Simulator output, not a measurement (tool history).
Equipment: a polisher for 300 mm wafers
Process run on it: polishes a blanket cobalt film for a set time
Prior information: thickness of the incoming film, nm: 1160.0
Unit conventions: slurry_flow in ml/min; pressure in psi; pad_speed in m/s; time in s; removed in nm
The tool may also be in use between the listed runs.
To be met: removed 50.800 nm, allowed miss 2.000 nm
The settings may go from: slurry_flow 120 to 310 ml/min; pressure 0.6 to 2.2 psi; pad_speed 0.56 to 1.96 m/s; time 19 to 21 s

run	hour	slurry_flow	pressure	pad_speed	time	removed
1	0.0	200	1.4	1.26	21	99.422
2	6.7	200	1.4	1.56	21	119.700
3	9.1	200	1.4	1.66	21	125.960
4	12.3	200	1.7	1.66	21	154.210
5	18.8	165	1.7	1.66	21	154.430
6	26.4	165	1.5	1.56	21	126.010
7	29.4	165	1.3	1.48	21	104.420
8	32.9	165	1.2	1.42	21	93.084
9	36.7	165	1.1	1.36	21	80.061
10	41.3	165	1.1	1.36	21	81.452
11	47.3	160	0.7	1.20	21	46.803
12	53.4	160	0.8	1.20	21	53.543
13	57.5	160	0.7	1.20	21	46.873
14	65.5	165	0.8	1.20	21	52.555

Consider the 4 candidate settings below. Which is the only one whose results all fall within their allowed miss of target?
A	73.5	125	0.7	1.38	20	?
B	73.5	185	0.9	1.16	20	?
C	73.5	130	0.8	1.30	21	?
D	73.5	120	0.9	1.18	21	?

move	removed
A	50.566
B	56.386
C	57.072
D	57.637
A: each result inside its tolerance
B: lands further from the targets than the last run did
C: lands further from the targets than the last run did
D: lands further from the targets than the last run did
A is the move that brings every result within its allowed miss.
